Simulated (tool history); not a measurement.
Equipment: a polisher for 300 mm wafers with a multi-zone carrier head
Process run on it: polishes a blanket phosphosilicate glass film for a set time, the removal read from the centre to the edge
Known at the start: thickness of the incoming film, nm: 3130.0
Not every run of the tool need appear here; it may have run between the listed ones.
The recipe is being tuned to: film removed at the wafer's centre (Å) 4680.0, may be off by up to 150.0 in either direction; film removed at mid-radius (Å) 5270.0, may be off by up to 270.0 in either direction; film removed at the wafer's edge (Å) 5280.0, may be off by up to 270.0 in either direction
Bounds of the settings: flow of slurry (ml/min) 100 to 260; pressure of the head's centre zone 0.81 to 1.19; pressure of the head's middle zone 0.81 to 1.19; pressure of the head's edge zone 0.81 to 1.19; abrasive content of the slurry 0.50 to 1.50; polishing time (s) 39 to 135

run	hour	flow of slurry (ml/min)	pressure of the head's centre zone	pressure of the head's middle zone	pressure of the head's edge zone	abrasive content of the slurry	polishing time (s)	film removed at the wafer's centre (Å)	film removed at mid-radius (Å)	film removed at the wafer's edge (Å)
1	0.0	165	1.00	1.00	1.00	1.00	87	6897.8	7110.2	6773.9
2	1.5	160	0.98	0.99	0.99	0.95	87	6592.9	6784.3	6695.3
3	7.7	175	0.98	0.99	0.99	0.95	87	6733.1	6988.1	6707.5
4	11.8	175	0.92	0.99	0.99	0.95	87	6276.1	6880.3	6653.3
5	12.5	175	0.92	0.99	0.93	0.95	87	6306.0	6854.3	6508.9
6	15.7	175	0.96	0.99	0.93	0.95	87	6553.0	6922.9	6341.6
7	23.5	170	0.94	0.98	0.92	0.90	87	6337.5	6592.1	6326.7
8	31.2	170	0.92	0.98	0.91	0.85	87	5958.3	6567.1	6159.8
9	39.3	170	0.91	0.97	0.90	0.80	87	5680.8	6392.7	5950.7
10	45.8	170	0.90	0.96	0.89	0.80	87	5679.0	6262.9	5915.8
11	47.9	165	0.89	0.95	0.88	0.80	87	5579.4	6135.4	5818.1
12	50.4	160	0.88	0.94	0.88	0.80	87	5525.6	6006.2	5783.7
13	53.9	155	0.87	0.94	0.88	0.80	87	5399.6	6074.0	5739.0
14	61.0	150	0.86	0.93	0.88	0.80	87	5262.7	5973.1	5710.3
15	64.4	150	0.86	0.93	0.88	0.80	87	5285.2	5964.8	5876.4
16	67.5	150	0.86	0.92	0.88	0.80	87	5301.9	5941.2	5688.2
17	71.8	145	0.85	0.91	0.88	0.80	87	5158.5	5833.0	5804.1
18	80.2	145	0.85	0.91	0.87	0.80	87	5231.9	5993.7	5732.4
19	82.0	145	0.85	0.90	0.87	0.80	87	5165.0	5793.4	5593.0

Of the 4 settings listed for the next run, only one would bring every result within its allowed miss of target. Which one?
A	83.8	155	0.88	0.98	0.83	0.80	89	?	?	?
B	83.8	175	0.84	0.90	0.95	0.75	78	?	?	?
C	83.8	105	0.82	1.00	0.97	0.65	89	?	?	?
D	83.8	145	0.83	0.81	1.06	0.70	80	?	?	?

move	film removed at the wafer's centre (Å)	film removed at mid-radius (Å)	film removed at the wafer's edge (Å)
A	5583.7	6372.0	5991.9
B	4653.4	5311.1	5405.9
C	4251.3	5264.9	5314.7
D	4378.8	4852.3	5432.4
A: misses by more than the last run did
B: all results land within tolerance of their targets
C: moves the result that the last run missed by most past its target, out the other side
D: moves the result that the last run missed by most past its target, out the other side
Answer: B
